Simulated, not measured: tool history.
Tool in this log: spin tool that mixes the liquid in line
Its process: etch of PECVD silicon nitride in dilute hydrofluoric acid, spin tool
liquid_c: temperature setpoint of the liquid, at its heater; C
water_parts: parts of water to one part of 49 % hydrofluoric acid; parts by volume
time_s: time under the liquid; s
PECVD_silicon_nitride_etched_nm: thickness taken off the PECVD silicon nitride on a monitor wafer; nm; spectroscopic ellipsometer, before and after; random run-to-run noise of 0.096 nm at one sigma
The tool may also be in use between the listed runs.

run	hour	liquid_c	water_parts	time_s	PECVD_silicon_nitride_etched_nm
1	0.0	24.0	135	290	7.4889
2	4.9	25.5	130	290	8.4489
3	10.5	25.5	175	290	6.3628
4	17.3	27.0	160	290	7.5815
5	24.4	24.5	160	290	6.6346
6	28.7	26.0	145	290	7.8727
7	31.2	27.0	135	290	9.1405
8	39.6	27.0	135	290	9.0476
9	47.8	28.0	130	290	10.0050
10	49.7	29.0	125	290	10.9970

The next listed run, before its measurement:
11	52.8	29.5	120	290	?

PECVD_silicon_nitride_etched_nm: 12.0790 nm

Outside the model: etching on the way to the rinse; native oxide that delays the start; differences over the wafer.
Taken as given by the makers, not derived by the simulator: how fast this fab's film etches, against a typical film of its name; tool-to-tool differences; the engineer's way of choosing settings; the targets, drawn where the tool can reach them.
